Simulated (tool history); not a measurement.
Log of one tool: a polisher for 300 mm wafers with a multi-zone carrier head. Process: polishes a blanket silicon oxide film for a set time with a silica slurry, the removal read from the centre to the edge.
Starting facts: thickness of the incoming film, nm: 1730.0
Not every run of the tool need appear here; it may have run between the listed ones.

run  hour  flow of slurry (ml/min)  pressure of the head's centre zone  pressure of the head's middle zone  pressure of the head's edge zone  abrasive content of the slurry  polishing time (s)  film removed at the wafer's centre (Å)  film removed at mid-radius (Å)  film removed at the wafer's edge (Å)
  1     0                      135                                   1                                   1                                 1                               1                  67                                  1581.1                            1622                                1574.2
  2     5                      150                                1.05                                1.04                              1.04                            1.05                  67                                  1755.2                          1731.2                                1671.5
  3   9.3                      125                                1.05                                1.04                              1.04                            1.05                  67                                  1681.5                          1658.8                                1635.4
  4  16.7                      125                                1.05                                1.04                              1.04                             1.2                  67                                  1789.6                          1753.8                                1700.4
  5  23.9                      145                                1.07                                1.07                              1.05                             1.2                  67                                  1875.3                          1837.8                                1770.5
  6  26.4                      160                                1.09                                 1.1                              1.04                             1.2                  67                                  1958.8                          1913.2                                1765.2
  7  27.6                      170                                 1.1                                1.12                              1.05                             1.2                  67                                  1981.9                          1948.8                                1795.9

What will run 8 give?
  8  34.7                      180                                1.12                                1.14                              1.05                             1.2                  67                                       ?                               ?                                     ?

film removed at the wafer's centre (Å): 2004.1
film removed at mid-radius (Å): 1933.3
film removed at the wafer's edge (Å): 1809.1
